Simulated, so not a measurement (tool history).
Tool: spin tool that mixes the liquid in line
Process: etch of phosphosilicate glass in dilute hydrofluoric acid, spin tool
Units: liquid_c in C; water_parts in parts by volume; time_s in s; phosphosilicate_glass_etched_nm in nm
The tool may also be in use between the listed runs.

| run | hour | liquid_c | water_parts | time_s | phosphosilicate_glass_etched_nm |
|---|---|---|---|---|---|
| 1 | 0 | 20 | 60 | 15 | 16.201 |
| 2 | 6 | 22 | 55 | 15 | 19.338 |
| 3 | 14.6 | 23.5 | 50 | 15 | 22.805 |
| 4 | 21.1 | 23.5 | 60 | 15 | 18.806 |
| 5 | 26.5 | 26 | 60 | 15 | 20.909 |
| 6 | 33.6 | 26.5 | 55 | 15 | 23.526 |

Run 7 comes next. What will it give?
| 7 | 34.6 | 27 | 50 | 15 | ? |

{"run 7": {"phosphosilicate_glass_etched_nm": 26.682}}
